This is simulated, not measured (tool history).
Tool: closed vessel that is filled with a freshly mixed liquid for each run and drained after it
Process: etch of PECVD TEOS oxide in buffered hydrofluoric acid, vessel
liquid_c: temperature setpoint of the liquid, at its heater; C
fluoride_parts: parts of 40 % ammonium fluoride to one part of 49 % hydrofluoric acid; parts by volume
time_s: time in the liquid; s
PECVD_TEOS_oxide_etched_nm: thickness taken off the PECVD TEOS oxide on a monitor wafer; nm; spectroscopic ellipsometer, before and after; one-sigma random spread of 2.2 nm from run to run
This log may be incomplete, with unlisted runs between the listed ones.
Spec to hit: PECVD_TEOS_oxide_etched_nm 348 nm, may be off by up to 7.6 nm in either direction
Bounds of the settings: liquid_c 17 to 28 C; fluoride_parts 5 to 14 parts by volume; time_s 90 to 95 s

| run | day | liquid_c | fluoride_parts | time_s | PECVD_TEOS_oxide_etched_nm |
|---|---|---|---|---|---|
| 1 | 0 | 20 | 8.5 | 90 | 178.61 |
| 2 | 0.058 | 21.5 | 8 | 90 | 208.65 |
| 3 | 0.275 | 18.5 | 8 | 90 | 176.7 |
| 4 | 0.55 | 18.5 | 8 | 95 | 186.13 |
| 5 | 0.633 | 17 | 8 | 95 | 169.4 |
| 6 | 0.708 | 19 | 8 | 95 | 192.71 |
| 7 | 0.846 | 20.5 | 8 | 95 | 207.14 |
| 8 | 0.971 | 22 | 8 | 95 | 225.54 |
| 9 | 1.229 | 23 | 8 | 95 | 235.67 |
| 10 | 1.479 | 24 | 8 | 95 | 251.68 |
| 11 | 1.708 | 24.5 | 8 | 95 | 257.66 |
| 12 | 1.854 | 25 | 8 | 95 | 266.62 |

Which one of the following 4 next-run settings gets every result inside its allowed miss? There is exactly one.
| A | 2 | 23 | 5 | 95 | ? |
| B | 2 | 27 | 6 | 90 | ? |
| C | 2 | 26 | 6.5 | 95 | ? |
| D | 2 | 26 | 7 | 95 | ? |

| move | PECVD_TEOS_oxide_etched_nm |
|---|---|
| A | 367.3 |
| B | 370.2 |
| C | 345.64 |
| D | 324.12 |
A: pushes the last run's worst result past its target
B: pushes the last run's worst result past its target
C: each result inside its tolerance
D: nearer than the last run, and not there yet
The right move is C.
